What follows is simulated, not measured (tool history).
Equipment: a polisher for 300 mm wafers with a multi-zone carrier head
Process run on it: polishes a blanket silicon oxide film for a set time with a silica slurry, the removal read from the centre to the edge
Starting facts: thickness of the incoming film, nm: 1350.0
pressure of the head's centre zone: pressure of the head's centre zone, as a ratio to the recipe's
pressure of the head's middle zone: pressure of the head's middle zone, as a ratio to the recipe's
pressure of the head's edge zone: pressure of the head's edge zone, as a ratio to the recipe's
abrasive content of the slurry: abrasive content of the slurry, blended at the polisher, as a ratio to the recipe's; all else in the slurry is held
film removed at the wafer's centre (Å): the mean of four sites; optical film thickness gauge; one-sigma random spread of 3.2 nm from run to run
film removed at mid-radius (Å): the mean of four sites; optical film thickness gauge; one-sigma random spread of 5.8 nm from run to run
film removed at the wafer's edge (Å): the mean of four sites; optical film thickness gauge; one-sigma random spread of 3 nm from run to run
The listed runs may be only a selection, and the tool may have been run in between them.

run    day  flow of slurry (ml/min)  pressure of the head's centre zone  pressure of the head's middle zone  pressure of the head's edge zone  abrasive content of the slurry  polishing time (s)  film removed at the wafer's centre (Å)  film removed at mid-radius (Å)  film removed at the wafer's edge (Å)
  1      0                      210                                   1                                   1                                 1                               1                  53                                  2088.6                          2126.9                                2120.6
  2   0.05                      210                                   1                                   1                                 1                               1                  42                                    1637                          1723.3                                1662.5
  3  0.308                      170                                   1                                   1                                 1                               1                  42                                  1590.7                          1645.9                                1598.7
  4  0.333                      170                                0.94                                   1                                 1                               1                  42                                  1466.5                          1699.3                                1611.5
  5  0.629                      215                                0.94                                   1                                 1                               1                  42                                  1524.4                          1695.1                                1650.2
  6  0.796                      185                                0.94                                   1                                 1                               1                  42                                  1515.2                          1688.1                                1638.5
  7  0.842                      190                                0.93                                1.04                              0.99                             1.1                  47                                  1756.3                          1989.6                                1912.6

Predict the results of run 8:
  8  0.988                      250                                0.83                                1.14                              0.89                            1.35                  62                                       ?                               ?                                     ?

{"run 8": {"film removed at the wafer's centre (Å)": 2300.2, "film removed at mid-radius (Å)": 3131.8, "film removed at the wafer's edge (Å)": 2601.4}}
